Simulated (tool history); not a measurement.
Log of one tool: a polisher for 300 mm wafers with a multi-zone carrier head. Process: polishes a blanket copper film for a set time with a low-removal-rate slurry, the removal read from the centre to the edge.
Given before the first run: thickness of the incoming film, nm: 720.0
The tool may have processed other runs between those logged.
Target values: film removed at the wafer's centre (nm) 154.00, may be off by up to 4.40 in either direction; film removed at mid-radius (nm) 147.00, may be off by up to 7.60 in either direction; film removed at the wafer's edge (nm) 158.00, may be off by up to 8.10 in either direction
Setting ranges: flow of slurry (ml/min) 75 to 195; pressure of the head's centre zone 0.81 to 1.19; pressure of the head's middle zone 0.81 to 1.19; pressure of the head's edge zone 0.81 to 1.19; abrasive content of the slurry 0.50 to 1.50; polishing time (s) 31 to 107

| run | day | flow of slurry (ml/min) | pressure of the head's centre zone | pressure of the head's middle zone | pressure of the head's edge zone | abrasive content of the slurry | polishing time (s) | film removed at the wafer's centre (nm) | film removed at mid-radius (nm) | film removed at the wafer's edge (nm) |
|---|---|---|---|---|---|---|---|---|---|---|
| 1 | 0.000 | 125 | 1.00 | 1.00 | 1.00 | 1.00 | 69 | 261.92 | 260.91 | 266.31 |
| 2 | 0.167 | 125 | 1.00 | 1.00 | 1.00 | 1.15 | 69 | 267.24 | 273.68 | 279.02 |
| 3 | 0.233 | 125 | 1.00 | 1.00 | 1.08 | 1.15 | 69 | 268.94 | 274.89 | 278.04 |
| 4 | 0.367 | 120 | 0.99 | 0.99 | 1.08 | 1.00 | 61 | 226.63 | 235.57 | 238.23 |
| 5 | 0.525 | 120 | 0.99 | 0.99 | 1.08 | 1.00 | 70 | 261.93 | 264.65 | 277.05 |
| 6 | 0.588 | 120 | 0.99 | 1.07 | 1.08 | 1.00 | 70 | 259.31 | 283.56 | 269.37 |
| 7 | 0.792 | 120 | 0.99 | 1.03 | 1.07 | 0.85 | 61 | 222.98 | 228.64 | 231.09 |
| 8 | 0.917 | 105 | 0.92 | 0.93 | 0.97 | 0.60 | 42 | 126.46 | 132.96 | 143.24 |
| 9 | 1.204 | 125 | 0.93 | 0.92 | 0.97 | 0.60 | 42 | 132.37 | 140.48 | 146.96 |
| 10 | 1.283 | 135 | 0.95 | 0.90 | 0.98 | 0.60 | 42 | 137.90 | 132.55 | 147.78 |
| 11 | 1.625 | 145 | 0.95 | 0.91 | 0.99 | 0.60 | 42 | 142.06 | 141.59 | 147.73 |
| 12 | 1.946 | 145 | 0.96 | 0.91 | 1.01 | 0.65 | 42 | 145.60 | 145.05 | 149.74 |

Consider the 5 candidate settings below. Which is the only one whose results all fall within their allowed miss of target?
| A | 2.267 | 185 | 1.10 | 0.85 | 0.93 | 0.65 | 37 | ? | ? | ? |
| B | 2.267 | 150 | 0.97 | 0.86 | 0.99 | 0.80 | 42 | ? | ? | ? |
| C | 2.267 | 180 | 1.04 | 0.98 | 0.92 | 0.55 | 41 | ? | ? | ? |
| D | 2.267 | 115 | 0.83 | 0.81 | 0.98 | 0.50 | 50 | ? | ? | ? |
| E | 2.267 | 155 | 1.06 | 0.95 | 0.94 | 0.85 | 37 | ? | ? | ? |

| move | film removed at the wafer's centre (nm) | film removed at mid-radius (nm) | film removed at the wafer's edge (nm) |
|---|---|---|---|
| A | 151.25 | 122.07 | 136.52 |
| B | 152.86 | 140.93 | 160.36 |
| C | 152.86 | 142.82 | 145.16 |
| D | 133.93 | 139.14 | 166.54 |
| E | 149.57 | 134.86 | 141.67 |
A: the furthest-off result lands on target, but another misses its tolerance
B: all results in spec
C: the furthest-off result lands on target, but another misses its tolerance
D: lands further from the targets than the last run did
E: lands further from the targets than the last run did
So the answer is move B, the one that meets all the targets.
